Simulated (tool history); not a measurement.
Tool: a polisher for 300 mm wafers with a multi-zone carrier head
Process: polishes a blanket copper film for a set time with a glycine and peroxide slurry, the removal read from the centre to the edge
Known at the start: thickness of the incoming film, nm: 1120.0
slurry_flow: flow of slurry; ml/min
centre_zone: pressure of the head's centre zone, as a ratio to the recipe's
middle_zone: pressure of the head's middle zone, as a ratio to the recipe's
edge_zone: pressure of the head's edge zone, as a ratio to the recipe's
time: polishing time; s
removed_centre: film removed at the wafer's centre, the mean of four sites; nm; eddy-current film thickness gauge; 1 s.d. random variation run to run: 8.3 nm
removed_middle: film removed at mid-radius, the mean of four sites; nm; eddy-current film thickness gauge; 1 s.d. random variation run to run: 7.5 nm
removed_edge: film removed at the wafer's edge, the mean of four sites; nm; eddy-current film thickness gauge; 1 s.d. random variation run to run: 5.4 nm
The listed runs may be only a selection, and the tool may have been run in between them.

run    day  slurry_flow  centre_zone  middle_zone  edge_zone  time  removed_centre  removed_middle  removed_edge
  1  0.000          180         1.00         1.00       1.00    57          494.60          482.91        479.70
  2  0.275          180         1.00         1.00       0.93    57          487.24          484.54        466.35
  3  0.296          190         1.02         1.02       0.95    59          529.28          522.56        498.48
  4  0.404          160         1.02         1.02       0.95    59          518.96          501.28        484.15
  5  0.521          160         0.97         1.02       0.95    59          489.38          499.45        481.70
  6  0.692          170         1.00         1.04       0.97    60          510.90          522.69        498.47
  7  0.958          180         1.03         1.05       0.97    61          549.69          551.25        513.05
  8  1.296          190         1.05         1.06       0.99    62          562.74          547.76        537.58
  9  1.567          195         1.07         1.07       0.97    63          595.51          573.07        535.64
 10  1.675          200         1.09         1.09       0.98    64          627.63          585.33        541.14

Forecast run 11:
 11  1.946          205         1.10         1.10       0.99    65               ?               ?             ?

Run 11 measured removed_centre 629.47 nm, removed_middle 604.45 nm, removed_edge 551.72 nm.

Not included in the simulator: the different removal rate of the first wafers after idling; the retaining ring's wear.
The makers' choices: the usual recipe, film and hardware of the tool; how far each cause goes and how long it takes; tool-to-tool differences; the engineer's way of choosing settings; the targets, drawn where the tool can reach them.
